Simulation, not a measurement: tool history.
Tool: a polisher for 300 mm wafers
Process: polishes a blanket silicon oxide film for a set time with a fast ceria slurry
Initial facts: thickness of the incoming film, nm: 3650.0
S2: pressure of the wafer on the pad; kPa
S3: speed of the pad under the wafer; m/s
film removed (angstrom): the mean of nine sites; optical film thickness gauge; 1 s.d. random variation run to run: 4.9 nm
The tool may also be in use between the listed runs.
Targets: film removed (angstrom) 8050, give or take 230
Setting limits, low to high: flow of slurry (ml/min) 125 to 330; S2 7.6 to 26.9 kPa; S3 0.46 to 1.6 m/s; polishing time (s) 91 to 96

{"run": 1, "hour": 0.0, "flow of slurry (ml/min)": 210, "S2": 17.2, "S3": 1.02, "polishing time (s)": 91, "film removed (angstrom)": 10890}
{"run": 2, "hour": 7.5, "flow of slurry (ml/min)": 205, "S2": 15.9, "S3": 1.02, "polishing time (s)": 91, "film removed (angstrom)": 10085}
{"run": 3, "hour": 9.5, "flow of slurry (ml/min)": 200, "S2": 14.5, "S3": 1.02, "polishing time (s)": 91, "film removed (angstrom)": 9327.1}
{"run": 4, "hour": 12.6, "flow of slurry (ml/min)": 200, "S2": 14.5, "S3": 1.18, "polishing time (s)": 91, "film removed (angstrom)": 10495}
{"run": 5, "hour": 18.2, "flow of slurry (ml/min)": 195, "S2": 13.1, "S3": 1.18, "polishing time (s)": 91, "film removed (angstrom)": 9669.3}
{"run": 6, "hour": 25.7, "flow of slurry (ml/min)": 190, "S2": 12.4, "S3": 1.18, "polishing time (s)": 91, "film removed (angstrom)": 9226.3}
{"run": 7, "hour": 30.3, "flow of slurry (ml/min)": 185, "S2": 11.7, "S3": 1.18, "polishing time (s)": 91, "film removed (angstrom)": 8783.8}
{"run": 8, "hour": 33.3, "flow of slurry (ml/min)": 165, "S2": 10.3, "S3": 1.18, "polishing time (s)": 91, "film removed (angstrom)": 7807.7}
{"run": 9, "hour": 38.7, "flow of slurry (ml/min)": 170, "S2": 10.3, "S3": 1.18, "polishing time (s)": 91, "film removed (angstrom)": 7817.4}

Which one of the following 4 next-run settings gets every result inside its allowed miss? There is exactly one.
{"run": "A", "hour": 44.1, "flow of slurry (ml/min)": 145, "S2": 9.7, "S3": 1.26, "polishing time (s)": 95, "film removed (angstrom)": "?"}
{"run": "B", "hour": 44.1, "flow of slurry (ml/min)": 245, "S2": 9.7, "S3": 1.36, "polishing time (s)": 92, "film removed (angstrom)": "?"}
{"run": "C", "hour": 44.1, "flow of slurry (ml/min)": 180, "S2": 9, "S3": 1.3, "polishing time (s)": 91, "film removed (angstrom)": "?"}
{"run": "D", "hour": 44.1, "flow of slurry (ml/min)": 130, "S2": 9, "S3": 1.26, "polishing time (s)": 96, "film removed (angstrom)": "?"}

move=A film_removed_(angstrom)=8005.3
move=B film_removed_(angstrom)=8714.8
move=C film_removed_(angstrom)=7597.5
move=D film_removed_(angstrom)=7542.7
A: each result inside its tolerance
B: carries the result that was furthest off beyond its target, to the other side
C: lands further from the targets than the last run did
D: lands further from the targets than the last run did
Go with A: it meets all targets.
